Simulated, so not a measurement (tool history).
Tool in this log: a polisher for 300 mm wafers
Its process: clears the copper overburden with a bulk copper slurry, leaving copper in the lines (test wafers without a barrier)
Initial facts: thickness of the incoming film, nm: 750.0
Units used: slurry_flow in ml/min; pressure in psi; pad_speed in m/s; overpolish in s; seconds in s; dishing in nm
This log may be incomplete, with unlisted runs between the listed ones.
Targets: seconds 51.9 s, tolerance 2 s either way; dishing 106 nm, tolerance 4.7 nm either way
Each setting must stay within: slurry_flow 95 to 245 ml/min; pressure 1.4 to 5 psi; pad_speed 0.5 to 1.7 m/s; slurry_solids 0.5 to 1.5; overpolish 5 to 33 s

run,day,slurry_flow,pressure,pad_speed,slurry_solids,overpolish,seconds,dishing
1,0,155,3.2,1.1,1,17,91.992,72.922
2,0.071,155,3.2,1.1,1,13,90.35,63.585
3,0.329,155,3.2,0.86,1,13,107.42,56.645
4,0.396,155,3.4,0.88,1,14,100.54,61.733
5,0.571,155,3.6,0.9,1,14,94.093,66.561
# day 0.717: slurry blender recalibrated
6,0.717,155,3.6,1,1,14,80.979,71.557
7,1.038,155,3.7,1,1,14,79.501,72.63
8,1.275,155,3.8,1,1,14,77.646,73.783

Next run, 4 choices. One meets every target within its allowed miss, the rest don't. Which?
A,1.512,185,4.9,1.22,1,19,?,?
B,1.512,170,4.9,1.18,1.05,15,?,?
C,1.512,135,4.4,1.3,0.85,24,?,?
D,1.512,160,4.7,1.08,1.1,16,?,?

move,seconds,dishing
A,52.361,106.24
B,53.59,97.608
C,61.011,105.91
D,59.08,95.678
A: each result inside its tolerance
B: brings the result that was furthest off to its target, and leaves another outside
C: closes in on the targets versus the last run, not all within tolerance yet
D: closes in on the targets versus the last run, not all within tolerance yet
Answer: A
